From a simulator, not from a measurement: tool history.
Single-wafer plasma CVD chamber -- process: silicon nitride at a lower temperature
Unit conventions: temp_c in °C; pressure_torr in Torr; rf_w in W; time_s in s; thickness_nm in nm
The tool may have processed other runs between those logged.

Run 1, hour 0.0: temp_c 375 °C, pressure_torr 1.16 Torr, rf_w 340 W, time_s 23.2 s. Result: thickness_nm 27.029 nm.
Run 2, hour 2.3: temp_c 375 °C, pressure_torr 1.08 Torr, rf_w 320 W, time_s 23.0 s. Result: thickness_nm 25.381 nm.
Run 3, hour 6.0: temp_c 375 °C, pressure_torr 1.02 Torr, rf_w 305 W, time_s 22.9 s. Result: thickness_nm 24.283 nm.
Run 4, hour 14.2: temp_c 375 °C, pressure_torr 1.12 Torr, rf_w 305 W, time_s 22.9 s. Result: thickness_nm 25.122 nm.
Run 5, hour 16.3: temp_c 375 °C, pressure_torr 1.12 Torr, rf_w 305 W, time_s 22.1 s. Result: thickness_nm 24.017 nm.
Run 6, hour 20.7: temp_c 375 °C, pressure_torr 1.12 Torr, rf_w 350 W, time_s 22.1 s. Result: thickness_nm 25.664 nm.

Run 7 comes next. What will it give?
Run 7, hour 25.8: temp_c 375 °C, pressure_torr 1.02 Torr, rf_w 335 W, time_s 22.1 s. Result: thickness_nm ?.

thickness_nm: 24.547 nm
